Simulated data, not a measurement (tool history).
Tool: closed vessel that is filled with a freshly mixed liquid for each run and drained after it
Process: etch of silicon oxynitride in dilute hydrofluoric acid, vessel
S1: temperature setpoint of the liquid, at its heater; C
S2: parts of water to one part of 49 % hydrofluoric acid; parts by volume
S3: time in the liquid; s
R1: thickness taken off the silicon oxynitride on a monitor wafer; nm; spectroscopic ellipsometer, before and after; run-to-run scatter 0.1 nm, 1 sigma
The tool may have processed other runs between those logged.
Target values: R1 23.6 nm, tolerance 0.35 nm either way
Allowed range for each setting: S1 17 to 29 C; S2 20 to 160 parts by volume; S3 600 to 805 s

| run | day | S1 | S2 | S3 | R1 |
|---|---|---|---|---|---|
| 1 | 0 | 21 | 90 | 805 | 12.417 |
| 2 | 0.346 | 22.5 | 85 | 805 | 14.214 |
| 3 | 0.425 | 23.5 | 80 | 805 | 15.854 |
| 4 | 0.783 | 21 | 80 | 805 | 14.087 |
| 5 | 0.946 | 21 | 105 | 805 | 10.528 |
| 6 | 1.329 | 24.5 | 105 | 805 | 12.434 |
| 7 | 1.688 | 25.5 | 100 | 805 | 13.734 |
| 8 | 2.096 | 26 | 95 | 805 | 14.881 |
| 9 | 2.254 | 26.5 | 90 | 805 | 16.078 |
| 10 | 2.65 | 27 | 85 | 805 | 17.558 |
| 11 | 2.788 | 27.5 | 80 | 805 | 19.374 |
| 12 | 2.875 | 28 | 80 | 805 | 19.617 |

Pick the move, out of 5, that brings all results within their allowed miss; only one does.
| A | 2.962 | 29 | 65 | 770 | ? |
| B | 2.962 | 29 | 70 | 805 | ? |
| C | 2.962 | 28.5 | 55 | 605 | ? |
| D | 2.962 | 28.5 | 70 | 785 | ? |
| E | 2.962 | 28 | 65 | 805 | ? |

| move | R1 |
|---|---|
| A | 24.646 |
| B | 23.805 |
| C | 22.582 |
| D | 22.682 |
| E | 24.593 |
A: takes the biggest miss from the last run beyond its target
B: hits every target within its allowed miss
C: gains on the last run, yet a result remains outside its allowed miss
D: gains on the last run, yet a result remains outside its allowed miss
E: takes the biggest miss from the last run beyond its target
Correct choice: B, which meets every target

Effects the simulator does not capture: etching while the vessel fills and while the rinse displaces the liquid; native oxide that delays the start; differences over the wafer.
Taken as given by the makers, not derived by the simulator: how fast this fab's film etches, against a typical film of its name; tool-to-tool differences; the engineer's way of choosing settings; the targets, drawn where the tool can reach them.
